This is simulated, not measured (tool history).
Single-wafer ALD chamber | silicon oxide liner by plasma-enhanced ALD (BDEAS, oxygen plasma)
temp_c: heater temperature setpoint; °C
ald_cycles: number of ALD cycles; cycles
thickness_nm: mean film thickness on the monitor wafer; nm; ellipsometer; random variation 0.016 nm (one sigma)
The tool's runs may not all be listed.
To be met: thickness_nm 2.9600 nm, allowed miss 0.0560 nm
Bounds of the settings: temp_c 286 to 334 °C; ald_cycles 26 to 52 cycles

run	day	temp_c	ald_cycles	thickness_nm
1	0.000	310	39	3.4517
2	0.292	310	43	3.7975
3	0.396	305	43	3.8141
4	0.679	299	43	3.8811
5	1.025	290	43	3.9967
6	1.088	296	40	3.6235
7	1.342	299	38	3.4369
8	1.654	302	36	3.2239

4 next moves are on the table. One of them brings every result within its allowed miss. Which?
A	1.967	302	33	?
B	1.967	314	35	?
C	1.967	301	34	?
D	1.967	305	35	?

move	thickness_nm
A	2.9668
B	3.1000
C	3.0605
D	3.1349
A: meets every target
B: nearer than the last run, and not there yet
C: nearer than the last run, and not there yet
D: nearer than the last run, and not there yet
Answer: A
